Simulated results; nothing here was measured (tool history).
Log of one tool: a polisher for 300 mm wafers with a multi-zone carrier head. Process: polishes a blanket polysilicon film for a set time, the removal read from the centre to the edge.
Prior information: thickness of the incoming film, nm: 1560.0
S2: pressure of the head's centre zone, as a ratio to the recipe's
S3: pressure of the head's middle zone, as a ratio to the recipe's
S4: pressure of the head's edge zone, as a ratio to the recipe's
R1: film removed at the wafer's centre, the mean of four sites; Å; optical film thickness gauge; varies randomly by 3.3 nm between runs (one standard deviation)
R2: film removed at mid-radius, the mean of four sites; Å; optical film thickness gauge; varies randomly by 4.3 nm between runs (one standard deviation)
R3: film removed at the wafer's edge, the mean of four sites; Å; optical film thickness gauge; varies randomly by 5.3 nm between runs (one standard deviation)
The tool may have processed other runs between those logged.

{"run": 1, "hour": 0.0, "flow of slurry (ml/min)": 140, "S2": 1, "S3": 1, "S4": 1, "polishing time (s)": 45, "R1": 3830.7, "R2": 3646.3, "R3": 3765.4}
{"run": 2, "hour": 1.5, "flow of slurry (ml/min)": 140, "S2": 1.09, "S3": 1, "S4": 1, "polishing time (s)": 45, "R1": 4042.2, "R2": 3695.3, "R3": 3768.6}
{"run": 3, "hour": 6.0, "flow of slurry (ml/min)": 145, "S2": 1.09, "S3": 1, "S4": 1.01, "polishing time (s)": 45, "R1": 4163, "R2": 3715.3, "R3": 3869.3}
{"run": 4, "hour": 7.4, "flow of slurry (ml/min)": 150, "S2": 1.09, "S3": 1, "S4": 1.01, "polishing time (s)": 45, "R1": 4211.8, "R2": 3780.7, "R3": 3861.8}
{"run": 5, "hour": 8.3, "flow of slurry (ml/min)": 150, "S2": 1.09, "S3": 1, "S4": 0.97, "polishing time (s)": 45, "R1": 4123.8, "R2": 3801.3, "R3": 3723.1}
{"run": 6, "hour": 14.3, "flow of slurry (ml/min)": 150, "S2": 1.09, "S3": 1, "S4": 0.97, "polishing time (s)": 52, "R1": 4819.1, "R2": 4292.2, "R3": 4308.2}

Run 7, settings as shown, results not yet in. Your forecast:
{"run": 7, "hour": 16.2, "flow of slurry (ml/min)": 150, "S2": 1.09, "S3": 1, "S4": 0.97, "polishing time (s)": 52, "R1": "?", "R2": "?", "R3": "?"}

Run 7 came out at R1 4778.3 Å, R2 4382.9 Å, R3 4312.5 Å.
